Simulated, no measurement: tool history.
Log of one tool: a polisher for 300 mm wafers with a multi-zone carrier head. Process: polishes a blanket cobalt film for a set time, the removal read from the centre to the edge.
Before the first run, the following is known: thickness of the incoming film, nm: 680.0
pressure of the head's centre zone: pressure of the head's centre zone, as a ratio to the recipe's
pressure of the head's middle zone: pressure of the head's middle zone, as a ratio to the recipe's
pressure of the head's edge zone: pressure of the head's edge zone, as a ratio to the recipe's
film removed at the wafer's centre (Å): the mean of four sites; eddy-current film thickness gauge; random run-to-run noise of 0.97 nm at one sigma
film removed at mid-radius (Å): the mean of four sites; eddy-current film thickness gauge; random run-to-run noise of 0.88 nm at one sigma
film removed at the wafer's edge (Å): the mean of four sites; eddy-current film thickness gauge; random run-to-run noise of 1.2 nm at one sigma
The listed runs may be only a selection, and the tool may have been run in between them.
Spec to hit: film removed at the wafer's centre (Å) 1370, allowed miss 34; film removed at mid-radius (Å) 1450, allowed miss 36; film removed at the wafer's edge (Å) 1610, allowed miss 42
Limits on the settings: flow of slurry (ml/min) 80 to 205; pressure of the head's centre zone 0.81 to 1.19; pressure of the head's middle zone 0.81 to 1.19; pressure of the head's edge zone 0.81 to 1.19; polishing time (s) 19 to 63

run	hour	flow of slurry (ml/min)	pressure of the head's centre zone	pressure of the head's middle zone	pressure of the head's edge zone	polishing time (s)	film removed at the wafer's centre (Å)	film removed at mid-radius (Å)	film removed at the wafer's edge (Å)
1	0	135	1	1	1	41	2362.1	2325.3	2361.1
2	3.1	125	0.96	0.97	0.97	38	2047.8	2057.8	2161
3	10.2	120	0.94	0.95	0.94	36	1913.6	1916.8	1988.7
4	14.2	120	0.94	0.87	0.94	36	1903.3	1794.3	1988.4
5	19.9	110	0.91	0.86	0.93	35	1736.9	1679.8	1887.4
6	21.8	85	0.91	0.86	0.93	35	1560.8	1536.9	1803.5
7	23	85	0.89	0.86	0.91	35	1534.8	1519.3	1785.2
8	26.5	85	0.88	0.87	0.89	34	1469.1	1495	1715.8
9	32.7	85	0.87	0.87	0.87	34	1442.7	1488.5	1686.3
10	37	85	0.86	0.87	0.86	34	1432.8	1517	1666.4
11	42.8	85	0.86	0.86	0.85	34	1444.1	1486.2	1672.2
12	45.6	85	0.85	0.86	0.84	34	1408.1	1480.9	1669.1
13	50.8	85	0.85	0.86	0.83	34	1409.3	1473.9	1648.6

5 candidate next runs follow, results not yet known. Just one meets every target within its allowed miss. Identify it.
A	56	105	0.89	0.89	0.81	31	?	?	?
B	56	85	0.85	0.99	0.82	31	?	?	?
C	56	80	0.85	0.92	0.81	32	?	?	?
D	56	90	0.83	0.85	0.82	33	?	?	?
E	56	110	0.83	0.95	0.81	30	?	?	?

move	film removed at the wafer's centre (Å)	film removed at mid-radius (Å)	film removed at the wafer's edge (Å)
A	1493.5	1516.5	1574.8
B	1307.9	1537.7	1504.1
C	1309.8	1455.2	1520.8
D	1393.5	1474.5	1627.7
E	1369.6	1572	1537.6
A: lands further from the targets than the last run did
B: carries the result that was furthest off beyond its target, to the other side
C: carries the result that was furthest off beyond its target, to the other side
D: every result lands within tolerance
E: brings the result that was furthest off to its target, and leaves another outside
The move that meets every target is D.
